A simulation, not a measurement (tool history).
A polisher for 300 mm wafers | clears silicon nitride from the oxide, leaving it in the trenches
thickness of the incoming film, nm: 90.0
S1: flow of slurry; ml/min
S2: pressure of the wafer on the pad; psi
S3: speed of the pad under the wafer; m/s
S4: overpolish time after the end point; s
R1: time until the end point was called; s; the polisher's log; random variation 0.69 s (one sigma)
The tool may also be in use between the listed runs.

run 1 hour=0 | S1=175 S2=1.7 S3=1.08 S4=10 | R1=135.68
run 2 hour=8.1 | S1=180 S2=1.9 S3=1.08 S4=10 | R1=122.37
run 3 hour=17 | S1=180 S2=1.9 S3=0.84 S4=10 | R1=154.57
run 4 hour=26 | S1=180 S2=1.9 S3=0.84 S4=7 | R1=155.09
run 5 hour=31.1 | S1=185 S2=2.1 S3=0.92 S4=7 | R1=131.37
run 6 hour=34.2 | S1=185 S2=2.2 S3=1 S4=7 | R1=118.47
run 7 hour=40.7 | S1=185 S2=2.3 S3=1.08 S4=7 | R1=104.55

The next listed run, before its measurement:
run 8 hour=49.8 | S1=185 S2=2.4 S3=1.12 S4=7 | R1=?

Run 8 gave R1 97.459 s.
